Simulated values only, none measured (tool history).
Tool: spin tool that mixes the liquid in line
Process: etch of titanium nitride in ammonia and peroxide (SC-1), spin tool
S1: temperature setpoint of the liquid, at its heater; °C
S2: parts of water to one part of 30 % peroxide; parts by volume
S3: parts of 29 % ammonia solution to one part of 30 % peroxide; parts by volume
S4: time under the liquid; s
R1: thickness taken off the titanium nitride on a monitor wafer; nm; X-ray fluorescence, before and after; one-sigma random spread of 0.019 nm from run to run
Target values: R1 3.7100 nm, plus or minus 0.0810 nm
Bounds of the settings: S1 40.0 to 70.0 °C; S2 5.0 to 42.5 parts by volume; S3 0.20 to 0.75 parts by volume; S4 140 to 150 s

run    day    S1    S2    S3   S4      R1
  1  0.000  56.0  23.5  0.45  140  8.4598
  2  0.142  52.0  23.5  0.45  140  6.3981
  3  0.450  52.0  23.5  0.35  140  6.0905
  4  0.779  55.0  23.5  0.35  140  7.5426
  5  1.075  55.0  23.5  0.35  140  7.5098
  6  1.325  59.0  23.5  0.35  140  9.7921
  7  1.621  54.0  23.5  0.35  140  6.9996
  8  1.892  51.0  23.5  0.35  140  5.6945
  9  1.975  49.0  23.5  0.35  140  4.9215
     2.288  -- heated supply line repaired
 10  2.288  47.5  23.5  0.35  140  5.2891
 11  2.504  40.0  29.0  0.35  140  2.7312
 12  2.608  42.0  29.0  0.35  140  3.1395
 13  2.762  43.0  29.0  0.35  140  3.3842
 14  3.108  43.5  29.0  0.35  140  3.5245

Below are 5 possible settings for the next run. Only one of them brings all results inside the allowed miss of their targets. Which is it?
  A  3.454  43.0  29.0  0.25  150   ?
  B  3.454  42.0  28.0  0.45  140   ?
  C  3.454  42.5  31.5  0.40  150   ?
  D  3.454  43.0  33.0  0.35  150   ?
  E  3.454  42.5  27.5  0.40  150   ?

move      R1
   A  3.3949
   B  3.3665
   C  3.4193
   D  3.3646
   E  3.6958
A: its largest miss is bigger than the last run's
B: its largest miss is bigger than the last run's
C: its largest miss is bigger than the last run's
D: its largest miss is bigger than the last run's
E: meets every target
Move E is the one to make.

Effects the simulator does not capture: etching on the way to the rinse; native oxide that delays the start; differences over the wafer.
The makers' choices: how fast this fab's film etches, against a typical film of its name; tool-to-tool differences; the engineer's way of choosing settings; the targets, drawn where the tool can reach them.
